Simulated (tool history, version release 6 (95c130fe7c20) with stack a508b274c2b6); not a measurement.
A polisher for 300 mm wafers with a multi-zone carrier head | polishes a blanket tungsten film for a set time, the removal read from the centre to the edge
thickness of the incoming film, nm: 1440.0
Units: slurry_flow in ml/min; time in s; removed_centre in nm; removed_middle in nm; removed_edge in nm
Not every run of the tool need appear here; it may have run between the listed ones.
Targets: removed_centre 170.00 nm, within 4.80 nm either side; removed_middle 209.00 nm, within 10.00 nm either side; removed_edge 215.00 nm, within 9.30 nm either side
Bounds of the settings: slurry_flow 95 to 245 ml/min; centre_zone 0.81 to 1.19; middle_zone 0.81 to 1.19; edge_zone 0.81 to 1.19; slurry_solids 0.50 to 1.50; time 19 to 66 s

run,hour,slurry_flow,centre_zone,middle_zone,edge_zone,slurry_solids,time,removed_centre,removed_middle,removed_edge
1,0.0,155,1.00,1.00,1.00,1.00,42,177.52,174.30,176.06
2,1.0,155,0.96,1.02,1.05,1.10,42,172.29,184.24,189.55
3,2.3,160,0.95,1.04,1.08,1.15,42,173.77,193.92,190.79
4,4.4,125,0.95,1.04,1.08,1.15,42,165.24,187.81,190.94
5,12.2,125,0.95,1.04,1.08,1.15,37,146.56,159.52,167.97
6,21.1,125,0.95,0.98,1.08,1.15,37,147.59,152.19,170.38
7,27.8,135,0.93,1.00,1.11,1.25,38,151.77,166.09,181.64
8,33.1,145,0.92,1.01,1.13,1.35,39,165.28,179.66,189.46
9,41.2,140,0.90,1.02,1.14,1.40,40,165.43,183.94,197.48
10,44.4,140,0.88,1.04,1.15,1.45,41,165.04,192.86,206.81

Consider the 5 candidate settings below. Which is the only one whose results all fall within their allowed miss of target?
A,47.6,125,0.86,1.07,1.11,1.45,44,?,?,?
B,47.6,195,0.92,1.07,1.18,1.45,38,?,?,?
C,47.6,95,0.82,0.84,1.19,1.50,47,?,?,?
D,47.6,115,0.93,0.86,1.19,1.50,42,?,?,?
E,47.6,130,0.93,1.00,1.18,1.50,39,?,?,?

move,removed_centre,removed_middle,removed_edge
A,174.38,206.92,218.35
B,174.23,191.40,204.26
C,168.67,173.07,235.90
D,178.66,163.61,216.28
E,170.28,176.14,202.74
A: in spec on every target
B: lands further from the targets than the last run did
C: lands further from the targets than the last run did
D: lands further from the targets than the last run did
E: lands further from the targets than the last run did
Answer: A

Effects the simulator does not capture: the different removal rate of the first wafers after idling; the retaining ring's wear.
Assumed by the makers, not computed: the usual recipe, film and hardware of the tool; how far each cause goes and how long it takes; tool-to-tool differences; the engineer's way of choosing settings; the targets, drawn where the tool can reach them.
